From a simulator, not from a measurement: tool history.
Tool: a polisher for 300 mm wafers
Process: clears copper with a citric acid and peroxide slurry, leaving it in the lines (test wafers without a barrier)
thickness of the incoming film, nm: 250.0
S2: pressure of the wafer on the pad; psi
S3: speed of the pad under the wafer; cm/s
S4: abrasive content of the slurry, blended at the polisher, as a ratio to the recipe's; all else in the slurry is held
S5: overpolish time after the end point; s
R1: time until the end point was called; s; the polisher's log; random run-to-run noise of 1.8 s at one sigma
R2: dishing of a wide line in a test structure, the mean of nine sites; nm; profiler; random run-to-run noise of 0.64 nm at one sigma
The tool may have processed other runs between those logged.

run 1 hour=0 | flow_of_slurry_(ml/min)=165 S2=2.3 S3=104 S4=1 S5=29 | R1=165.68 R2=22.991
run 2 hour=2.4 | flow_of_slurry_(ml/min)=165 S2=2.4 S3=104 S4=1 S5=31 | R1=155.38 R2=25.312
run 3 hour=8.3 | flow_of_slurry_(ml/min)=165 S2=2.5 S3=104 S4=1 S5=33 | R1=148.95 R2=28.308
run 4 hour=12.8 | flow_of_slurry_(ml/min)=165 S2=2.5 S3=104 S4=1 S5=43 | R1=145.67 R2=34.201
run 5 hour=18 | flow_of_slurry_(ml/min)=185 S2=2.5 S3=104 S4=1 S5=43 | R1=147.86 R2=35.007
run 6 hour=21 | flow_of_slurry_(ml/min)=220 S2=2.5 S3=104 S4=1 S5=43 | R1=138.67 R2=35.585
run 7 hour=25.1 | flow_of_slurry_(ml/min)=220 S2=2.6 S3=104 S4=1 S5=43 | R1=135.77 R2=37.981

Estimate the outcome of run 8 from the log above:
run 8 hour=31.2 | flow_of_slurry_(ml/min)=220 S2=2.7 S3=104 S4=1 S5=42 | R1=? R2=?

For run 8 the tool returned R1 128.73 s, R2 37.409 nm.
